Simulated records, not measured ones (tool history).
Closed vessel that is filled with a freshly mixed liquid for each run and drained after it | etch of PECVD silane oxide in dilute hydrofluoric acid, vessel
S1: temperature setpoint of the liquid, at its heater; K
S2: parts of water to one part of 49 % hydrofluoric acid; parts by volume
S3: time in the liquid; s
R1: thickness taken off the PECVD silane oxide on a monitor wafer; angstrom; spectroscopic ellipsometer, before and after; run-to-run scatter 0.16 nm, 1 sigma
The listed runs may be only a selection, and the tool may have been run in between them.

run	day	S1	S2	S3	R1
1	0.000	297.15	225	160	112.360
2	0.058	298.15	200	160	134.450
3	0.362	300.15	200	160	145.600
4	0.471	300.15	230	160	120.830
5	0.712	297.15	230	160	108.870
6	0.838	293.65	230	160	95.497

Run 7 has not been measured yet. What should we expect?
7	1.092	295.15	205	160	?

{"run 7": {"R1": 116.41}}
